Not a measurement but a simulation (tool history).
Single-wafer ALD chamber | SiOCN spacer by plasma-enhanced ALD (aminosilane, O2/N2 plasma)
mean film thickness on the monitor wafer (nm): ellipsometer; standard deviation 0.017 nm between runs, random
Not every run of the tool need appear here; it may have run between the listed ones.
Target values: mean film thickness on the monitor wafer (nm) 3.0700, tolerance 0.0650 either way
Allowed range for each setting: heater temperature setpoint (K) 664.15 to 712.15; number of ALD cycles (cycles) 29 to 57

run	hour	heater temperature setpoint (K)	number of ALD cycles (cycles)	mean film thickness on the monitor wafer (nm)
1	0.0	688.15	43	2.5769
2	7.8	686.15	44	2.6826
3	14.6	683.15	45	2.7638
4	20.4	681.15	45	2.7549
5	27.6	672.15	45	2.8447
6	34.4	672.15	39	2.4688
7	39.5	671.15	41	2.6053
8	42.3	670.15	42	2.6370
9	44.3	670.15	43	2.7071
10	47.4	670.15	44	2.7805
11	52.3	670.15	45	2.8227
12	60.1	670.15	46	2.9180
13	65.9	669.15	47	2.9526

Which single option among these 4 for the next run brings every result within its allowed miss of target? Just one does.
A	71.7	676.15	44	?
B	71.7	664.15	49	?
C	71.7	676.15	42	?
D	71.7	666.15	43	?

move	mean film thickness on the monitor wafer (nm)
A	2.7730
B	3.1003
C	2.6469
D	2.7207
A: moves away from the targets compared with the last run
B: every result within its allowed miss
C: moves away from the targets compared with the last run
D: moves away from the targets compared with the last run
B meets every target.
